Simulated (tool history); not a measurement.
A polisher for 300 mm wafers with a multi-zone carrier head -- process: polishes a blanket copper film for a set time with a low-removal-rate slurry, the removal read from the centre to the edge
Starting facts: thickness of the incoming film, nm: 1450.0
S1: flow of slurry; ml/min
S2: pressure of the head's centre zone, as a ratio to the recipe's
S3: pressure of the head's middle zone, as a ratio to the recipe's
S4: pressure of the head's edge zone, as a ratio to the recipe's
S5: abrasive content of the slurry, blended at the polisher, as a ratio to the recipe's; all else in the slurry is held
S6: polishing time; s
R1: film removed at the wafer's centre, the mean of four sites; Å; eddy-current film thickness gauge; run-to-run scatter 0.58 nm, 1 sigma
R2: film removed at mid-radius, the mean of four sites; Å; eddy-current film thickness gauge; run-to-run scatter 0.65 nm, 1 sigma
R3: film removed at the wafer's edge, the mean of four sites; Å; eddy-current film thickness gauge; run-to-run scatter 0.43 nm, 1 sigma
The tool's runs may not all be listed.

run  hour   S1    S2    S3    S4    S5  S6      R1      R2      R3
  1   0.0  290  1.00  1.00  1.00  1.00  43  681.02  667.68  671.56
  2   3.9  290  1.00  1.00  1.00  1.00  37  588.13  563.59  573.57
  3   8.1  285  0.94  1.02  0.97  0.95  37  556.51  560.58  556.91
  4  16.7  275  0.90  1.06  0.99  0.90  37  513.53  576.24  561.63
  5  23.9  275  0.90  1.06  0.99  1.10  37  519.93  599.33  573.04
  6  32.4  275  0.90  1.09  0.99  1.10  37  529.40  611.93  576.93

The next listed run, before its measurement:
  7  37.4  265  0.87  1.09  0.97  1.05  37   ?   ?   ?

Run 7 measured R1 499.30 Å, R2 590.09 Å, R3 567.88 Å.
